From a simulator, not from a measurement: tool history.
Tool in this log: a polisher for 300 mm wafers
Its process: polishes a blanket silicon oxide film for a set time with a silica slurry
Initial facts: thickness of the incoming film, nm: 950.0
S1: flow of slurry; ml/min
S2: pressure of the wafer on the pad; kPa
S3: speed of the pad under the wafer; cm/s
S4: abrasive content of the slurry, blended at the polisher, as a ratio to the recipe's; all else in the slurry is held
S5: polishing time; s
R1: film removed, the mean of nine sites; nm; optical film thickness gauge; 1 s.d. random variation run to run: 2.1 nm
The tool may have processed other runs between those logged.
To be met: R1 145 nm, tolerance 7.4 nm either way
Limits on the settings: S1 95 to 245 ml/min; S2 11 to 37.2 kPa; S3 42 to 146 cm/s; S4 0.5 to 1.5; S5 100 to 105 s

| run | day | S1 | S2 | S3 | S4 | S5 | R1 |
|---|---|---|---|---|---|---|---|
| 1 | 0 | 155 | 24.1 | 94 | 1 | 100 | 293.61 |
| 2 | 0.042 | 155 | 21.4 | 90 | 1 | 100 | 256.6 |
| 3 | 0.221 | 190 | 21.4 | 90 | 1 | 100 | 260.08 |
| 4 | 0.271 | 190 | 21.4 | 90 | 0.8 | 100 | 239.8 |
| 5 | 0.6 | 190 | 21.4 | 106 | 0.8 | 100 | 267.2 |
| 6 | 0.925 | 190 | 21.4 | 106 | 0.9 | 100 | 282.38 |
|  | 0.962 | head pressure recalibrated |
| 7 | 0.962 | 190 | 19.3 | 100 | 0.9 | 100 | 224.19 |
| 8 | 1.179 | 190 | 17.9 | 100 | 0.9 | 100 | 214.39 |

5 next moves are on the table. One of them brings every result within its allowed miss. Which?
| A | 1.396 | 230 | 19.3 | 114 | 1.25 | 105 | ? |
| B | 1.396 | 225 | 11 | 94 | 1.1 | 100 | ? |
| C | 1.396 | 200 | 20 | 108 | 0.85 | 100 | ? |
| D | 1.396 | 180 | 11.7 | 100 | 0.7 | 100 | ? |
| E | 1.396 | 200 | 13.1 | 72 | 0.9 | 100 | ? |

| move | R1 |
|---|---|
| A | 312.52 |
| B | 143.93 |
| C | 246.48 |
| D | 125.52 |
| E | 126.29 |
A: moves away from the targets compared with the last run
B: meets every target
C: moves away from the targets compared with the last run
D: takes the biggest miss from the last run beyond its target
E: takes the biggest miss from the last run beyond its target
Move B is the one to make.
